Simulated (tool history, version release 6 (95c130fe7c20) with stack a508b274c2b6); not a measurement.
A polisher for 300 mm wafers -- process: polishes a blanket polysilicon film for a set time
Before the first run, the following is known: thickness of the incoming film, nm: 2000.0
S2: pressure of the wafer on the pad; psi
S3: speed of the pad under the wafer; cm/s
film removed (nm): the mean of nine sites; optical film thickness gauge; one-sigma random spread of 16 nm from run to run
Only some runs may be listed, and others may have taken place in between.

run 1 hour=0 | flow_of_slurry_(ml/min)=170 S2=2.2 S3=120 polishing_time_(s)=90 | film_removed_(nm)=849.43
run 2 hour=8.8 | flow_of_slurry_(ml/min)=170 S2=2.2 S3=120 polishing_time_(s)=90 | film_removed_(nm)=851.76
run 3 hour=16.5 | flow_of_slurry_(ml/min)=145 S2=2.2 S3=120 polishing_time_(s)=90 | film_removed_(nm)=821.89
run 4 hour=21.6 | flow_of_slurry_(ml/min)=145 S2=1.9 S3=120 polishing_time_(s)=90 | film_removed_(nm)=708.31
run 5 hour=28.4 | flow_of_slurry_(ml/min)=145 S2=1.9 S3=120 polishing_time_(s)=95 | film_removed_(nm)=758.23
run 6 hour=34.8 | flow_of_slurry_(ml/min)=145 S2=1.9 S3=132 polishing_time_(s)=95 | film_removed_(nm)=809.48
run 7 hour=42 | flow_of_slurry_(ml/min)=155 S2=2.1 S3=132 polishing_time_(s)=95 | film_removed_(nm)=894.27
run 8 hour=49.1 | flow_of_slurry_(ml/min)=155 S2=2.1 S3=132 polishing_time_(s)=95 | film_removed_(nm)=900.4
run 9 hour=51.9 | flow_of_slurry_(ml/min)=160 S2=2.2 S3=132 polishing_time_(s)=95 | film_removed_(nm)=954.65
run 10 hour=53.7 | flow_of_slurry_(ml/min)=195 S2=2.8 S3=134 polishing_time_(s)=95 | film_removed_(nm)=1267

Run 11 has not been measured yet. What should we expect?
run 11 hour=59.1 | flow_of_slurry_(ml/min)=195 S2=2.9 S3=134 polishing_time_(s)=95 | film_removed_(nm)=?

film removed (nm): 1295.6
